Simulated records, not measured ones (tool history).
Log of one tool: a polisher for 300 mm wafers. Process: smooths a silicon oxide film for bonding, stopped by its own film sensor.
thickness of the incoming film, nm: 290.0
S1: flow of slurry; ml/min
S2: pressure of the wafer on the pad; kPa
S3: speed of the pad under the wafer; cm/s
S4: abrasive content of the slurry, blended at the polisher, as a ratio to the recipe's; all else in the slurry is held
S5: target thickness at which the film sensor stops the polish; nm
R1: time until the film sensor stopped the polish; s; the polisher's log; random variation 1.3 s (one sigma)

| run | hour | S1 | S2 | S3 | S4 | S5 | R1 |
|---|---|---|---|---|---|---|---|
| 1 | 0.0 | 130 | 18.6 | 70 | 1.0 | 257 | 51.526 |
| 2 | 8.5 | 130 | 16.5 | 68 | 1.0 | 257 | 58.624 |
| 3 | 17.4 | 130 | 15.2 | 68 | 1.0 | 257 | 61.002 |
| 4 | 22.4 | 130 | 15.2 | 68 | 1.1 | 257 | 58.764 |
| 5 | 30.3 | 130 | 15.2 | 58 | 1.1 | 257 | 67.380 |
| 6 | 38.0 | 130 | 14.5 | 58 | 1.1 | 257 | 68.022 |
| 7 | 39.0 | 125 | 11.0 | 56 | 1.1 | 257 | 88.331 |

Run 8 comes next. What will it give?
| 8 | 40.8 | 130 | 11.0 | 56 | 1.1 | 257 | ? |

R1: 88.958 s
